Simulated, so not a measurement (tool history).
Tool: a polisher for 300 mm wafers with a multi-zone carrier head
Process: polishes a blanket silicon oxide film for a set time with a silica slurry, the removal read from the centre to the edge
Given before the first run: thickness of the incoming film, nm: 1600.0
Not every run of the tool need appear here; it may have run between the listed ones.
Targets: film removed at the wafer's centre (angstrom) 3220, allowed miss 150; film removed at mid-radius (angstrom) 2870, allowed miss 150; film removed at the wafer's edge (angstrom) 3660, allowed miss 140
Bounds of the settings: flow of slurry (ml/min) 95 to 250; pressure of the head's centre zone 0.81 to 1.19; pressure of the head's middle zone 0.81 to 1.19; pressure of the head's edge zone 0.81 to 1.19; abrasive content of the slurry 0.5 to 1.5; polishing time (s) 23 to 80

| run | day | flow of slurry (ml/min) | pressure of the head's centre zone | pressure of the head's middle zone | pressure of the head's edge zone | abrasive content of the slurry | polishing time (s) | film removed at the wafer's centre (angstrom) | film removed at mid-radius (angstrom) | film removed at the wafer's edge (angstrom) |
|---|---|---|---|---|---|---|---|---|---|---|
| 1 | 0 | 160 | 1 | 1 | 1 | 1 | 51 | 2528.9 | 2590.4 | 2584.5 |
| 2 | 0.171 | 160 | 1 | 0.96 | 1.04 | 1.1 | 51 | 2629.1 | 2530.1 | 2788.1 |
| 3 | 0.225 | 165 | 1 | 0.96 | 1.07 | 1.2 | 51 | 2717.3 | 2634.9 | 2891.5 |
| 4 | 0.575 | 165 | 1.08 | 0.96 | 1.07 | 1.2 | 51 | 2972.8 | 2694.8 | 2963.8 |
| 5 | 0.921 | 190 | 1.08 | 0.96 | 1.07 | 1.2 | 51 | 2986.1 | 2734.8 | 2972.4 |
| 6 | 1.229 | 190 | 1.06 | 0.94 | 1.09 | 1.25 | 52 | 2982.6 | 2788.8 | 3128.7 |
| 7 | 1.5 | 190 | 1.06 | 0.92 | 1.11 | 1.3 | 52 | 3100.3 | 2785.8 | 3253.3 |
| 8 | 1.554 | 190 | 1.05 | 0.91 | 1.13 | 1.35 | 52 | 3104.3 | 2752.5 | 3288.1 |
| 9 | 1.921 | 190 | 1.04 | 0.9 | 1.14 | 1.4 | 52 | 3135.8 | 2773.3 | 3308.6 |
| 10 | 2.125 | 195 | 1.02 | 0.89 | 1.15 | 1.4 | 53 | 3176 | 2810.3 | 3363.7 |
| 11 | 2.204 | 185 | 0.99 | 0.88 | 1.16 | 1.4 | 54 | 3062.4 | 2842.3 | 3519.6 |
| 12 | 2.55 | 185 | 1 | 0.88 | 1.17 | 1.4 | 54 | 3132.6 | 2839.9 | 3526.1 |

Below are 4 possible settings for the next run. Only one of them brings all results inside the allowed miss of their targets. Which is it?
| A | 2.896 | 210 | 1.06 | 0.87 | 1.16 | 1.4 | 52 | ? | ? | ? |
| B | 2.896 | 165 | 1.02 | 0.88 | 1.19 | 1.45 | 56 | ? | ? | ? |
| C | 2.896 | 175 | 0.87 | 0.85 | 1.19 | 1.1 | 63 | ? | ? | ? |
| D | 2.896 | 165 | 1.07 | 0.93 | 1.09 | 1.35 | 54 | ? | ? | ? |

| move | film removed at the wafer's centre (angstrom) | film removed at mid-radius (angstrom) | film removed at the wafer's edge (angstrom) |
|---|---|---|---|
| A | 3320.9 | 2736.4 | 3402.2 |
| B | 3331.6 | 2895.2 | 3650.7 |
| C | 2904 | 2878 | 3722 |
| D | 3285.7 | 2847.4 | 3276.1 |
A: further off than the last run
B: all results in spec
C: meets the target for the result that was furthest off, but another lies outside its allowed miss
D: further off than the last run
The move that meets every target is B.

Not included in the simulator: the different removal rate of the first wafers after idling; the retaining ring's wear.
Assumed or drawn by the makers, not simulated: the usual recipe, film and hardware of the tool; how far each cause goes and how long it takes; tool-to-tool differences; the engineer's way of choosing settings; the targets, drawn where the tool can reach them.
